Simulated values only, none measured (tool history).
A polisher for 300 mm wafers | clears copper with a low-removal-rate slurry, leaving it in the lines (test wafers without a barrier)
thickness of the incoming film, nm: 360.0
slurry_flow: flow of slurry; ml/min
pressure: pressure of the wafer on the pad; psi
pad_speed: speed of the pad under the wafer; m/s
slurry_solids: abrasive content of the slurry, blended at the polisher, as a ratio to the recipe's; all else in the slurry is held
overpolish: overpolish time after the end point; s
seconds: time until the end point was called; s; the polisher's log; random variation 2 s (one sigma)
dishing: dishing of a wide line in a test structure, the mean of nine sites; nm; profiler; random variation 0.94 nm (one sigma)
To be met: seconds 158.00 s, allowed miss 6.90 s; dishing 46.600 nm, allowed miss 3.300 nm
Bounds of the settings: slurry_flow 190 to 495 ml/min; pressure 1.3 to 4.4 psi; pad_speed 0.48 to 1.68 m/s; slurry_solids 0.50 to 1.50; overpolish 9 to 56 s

run  hour  slurry_flow  pressure  pad_speed  slurry_solids  overpolish  seconds  dishing
  1   0.0          320       2.8       1.08           1.00          29   130.51   54.334
  2   3.0          320       2.7       1.08           1.00          29   131.45   50.083
  3   6.4          380       2.7       1.08           1.00          29   129.24   53.382
  4  14.9          375       2.6       1.08           1.00          29   138.22   50.768
  5  18.6          375       2.5       1.08           1.00          29   142.81   48.314
  6  19.5          375       2.8       1.08           1.00          29   129.18   52.544
  7  24.0          375       2.7       1.08           1.00          29   130.59   53.100
  8  28.8          370       2.6       1.08           1.00          29   135.52   49.064
  9  30.8          370       2.5       1.08           1.00          30   138.81   49.539
 10  32.6          370       2.4       1.08           1.00          31   150.22   51.141
 11  39.4          370       2.4       1.08           1.00          31   149.12   50.145
 12  45.0          370       2.4       1.08           1.00          31   146.07   50.523

Which of these 4 next moves meets every target?
  A  50.6          420       3.2       0.90           1.05          24        ?        ?
  B  50.6          375       2.6       1.16           1.05          27        ?        ?
  C  50.6          380       2.5       1.12           1.00          31        ?        ?
  D  50.6          385       2.2       1.08           1.10          31        ?        ?

move  seconds  dishing
   A   130.03   45.262
   B   125.43   51.040
   C   136.15   53.356
   D   156.02   47.136
A: further off than the last run
B: further off than the last run
C: further off than the last run
D: meets every target
Answer: D
